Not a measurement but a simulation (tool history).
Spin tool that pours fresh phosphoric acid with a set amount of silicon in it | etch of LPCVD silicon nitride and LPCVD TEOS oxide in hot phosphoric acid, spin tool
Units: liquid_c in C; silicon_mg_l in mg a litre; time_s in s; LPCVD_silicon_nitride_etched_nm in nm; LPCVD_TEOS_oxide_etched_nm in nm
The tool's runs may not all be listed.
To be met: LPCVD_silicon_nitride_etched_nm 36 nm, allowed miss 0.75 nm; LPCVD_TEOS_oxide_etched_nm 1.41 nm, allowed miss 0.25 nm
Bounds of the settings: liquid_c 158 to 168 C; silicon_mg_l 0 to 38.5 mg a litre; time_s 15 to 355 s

run,hour,liquid_c,silicon_mg_l,time_s,LPCVD_silicon_nitride_etched_nm,LPCVD_TEOS_oxide_etched_nm
1,0,163,17,180,20.276,0.46652
2,5.7,164,14,195,22.703,0.60841
3,13.1,164.5,12.5,210,24.7,0.74305
4,18.1,164.5,3,210,24.96,0.8514
5,25.6,164.5,3,255,30.174,1.0848
6,33.6,164.5,12.5,255,30.191,0.84786
7,38.6,165,11.5,260,31.29,0.91833
8,42.2,165.5,10,265,32.359,1.0055
9,51.2,166,8.5,270,33.649,1.0652

5 next moves are on the table. One of them brings every result within its allowed miss. Which?
A,60.2,167,0,240,?,?
B,60.2,167,1.5,280,?,?
C,60.2,167.5,10,230,?,?
D,60.2,163,24,320,?,?
E,60.2,167,19.5,275,?,?

move,LPCVD_silicon_nitride_etched_nm,LPCVD_TEOS_oxide_etched_nm
A,30.632,1.2112
B,35.737,1.3745
C,29.836,0.98432
D,35.817,0.6813
E,35.099,0.89576
A: further off than the last run
B: meets every target
C: further off than the last run
D: brings the result that was furthest off to its target, and leaves another outside
E: nearer than the last run, and not there yet
Move B is the one to make.
